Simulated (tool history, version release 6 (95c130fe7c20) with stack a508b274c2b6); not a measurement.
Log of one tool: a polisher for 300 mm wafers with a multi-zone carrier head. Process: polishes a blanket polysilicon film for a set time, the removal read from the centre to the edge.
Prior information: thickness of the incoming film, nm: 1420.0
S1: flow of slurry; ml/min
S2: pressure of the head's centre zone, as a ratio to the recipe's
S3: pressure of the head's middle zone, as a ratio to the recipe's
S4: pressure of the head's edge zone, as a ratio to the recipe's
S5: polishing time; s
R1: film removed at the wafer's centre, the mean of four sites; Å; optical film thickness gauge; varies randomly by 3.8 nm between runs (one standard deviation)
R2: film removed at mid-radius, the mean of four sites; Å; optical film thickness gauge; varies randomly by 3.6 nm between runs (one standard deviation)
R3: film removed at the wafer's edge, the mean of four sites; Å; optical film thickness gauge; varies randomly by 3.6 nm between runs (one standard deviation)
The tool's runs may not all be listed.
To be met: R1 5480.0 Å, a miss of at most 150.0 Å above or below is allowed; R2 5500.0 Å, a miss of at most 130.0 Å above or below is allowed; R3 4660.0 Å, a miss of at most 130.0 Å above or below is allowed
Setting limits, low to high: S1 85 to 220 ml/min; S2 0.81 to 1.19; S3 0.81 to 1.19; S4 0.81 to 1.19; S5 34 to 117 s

run 1 hour=0.0 | S1=140 S2=1.00 S3=1.00 S4=1.00 S5=75 | R1=3894.3 R2=3920.4 R3=3777.3
run 2 hour=2.3 | S1=140 S2=1.00 S3=1.00 S4=0.93 S5=75 | R1=3907.1 R2=3921.1 R3=3706.2
run 3 hour=8.9 | S1=140 S2=0.93 S3=1.00 S4=0.93 S5=75 | R1=3592.7 R2=3913.6 R3=3682.5
run 4 hour=10.4 | S1=140 S2=0.93 S3=0.96 S4=0.93 S5=75 | R1=3614.4 R2=3813.2 R3=3734.0
run 5 hour=12.9 | S1=140 S2=0.93 S3=0.96 S4=0.93 S5=62 | R1=3015.7 R2=3145.3 R3=3070.0
run 6 hour=16.2 | S1=140 S2=0.93 S3=0.96 S4=1.01 S5=62 | R1=2978.1 R2=3161.6 R3=3170.8
run 7 hour=18.9 | S1=145 S2=0.95 S3=0.98 S4=1.02 S5=65 | R1=3213.0 R2=3339.7 R3=3357.0
run 8 hour=22.8 | S1=150 S2=0.97 S3=1.00 S4=1.02 S5=67 | R1=3411.1 R2=3515.3 R3=3514.6
run 9 hour=25.4 | S1=155 S2=0.99 S3=1.02 S4=1.01 S5=69 | R1=3598.6 R2=3743.2 R3=3606.9
run 10 hour=30.7 | S1=160 S2=1.01 S3=1.04 S4=1.01 S5=70 | R1=3743.9 R2=3858.4 R3=3659.2
run 11 hour=33.9 | S1=165 S2=1.03 S3=1.06 S4=1.01 S5=72 | R1=3983.6 R2=4065.1 R3=3825.7
run 12 hour=36.3 | S1=205 S2=1.13 S3=1.16 S4=0.99 S5=82 | R1=5179.9 R2=5101.8 R3=4397.7
run 13 hour=43.6 | S1=205 S2=1.13 S3=1.16 S4=0.99 S5=82 | R1=5211.6 R2=5135.4 R3=4387.3

Pick the move, out of 5, that brings all results within their allowed miss; only one does.
run A hour=50.9 | S1=180 S2=1.14 S3=1.02 S4=1.02 S5=88 | R1=? R2=? R3=?
run B hour=50.9 | S1=205 S2=1.04 S3=1.11 S4=1.03 S5=89 | R1=? R2=? R3=?
run C hour=50.9 | S1=175 S2=1.06 S3=1.19 S4=0.96 S5=89 | R1=? R2=? R3=?
run D hour=50.9 | S1=220 S2=1.11 S3=1.16 S4=0.98 S5=87 | R1=? R2=? R3=?
run E hour=50.9 | S1=180 S2=1.02 S3=1.15 S4=1.06 S5=89 | R1=? R2=? R3=?

move=A R1=5541.9 R2=4875.9 R3=4665.4
move=B R1=5247.1 R2=5373.4 R3=4807.9
move=C R1=5199.0 R2=5532.7 R3=4557.3
move=D R1=5527.3 R2=5488.8 R3=4619.4
move=E R1=5034.1 R2=5412.5 R3=4801.1
A: lands further from the targets than the last run did
B: brings the result that was furthest off to its target, and leaves another outside
C: brings the result that was furthest off to its target, and leaves another outside
D: hits every target within its allowed miss
E: brings the result that was furthest off to its target, and leaves another outside
So the answer is move D, the one that meets all the targets.

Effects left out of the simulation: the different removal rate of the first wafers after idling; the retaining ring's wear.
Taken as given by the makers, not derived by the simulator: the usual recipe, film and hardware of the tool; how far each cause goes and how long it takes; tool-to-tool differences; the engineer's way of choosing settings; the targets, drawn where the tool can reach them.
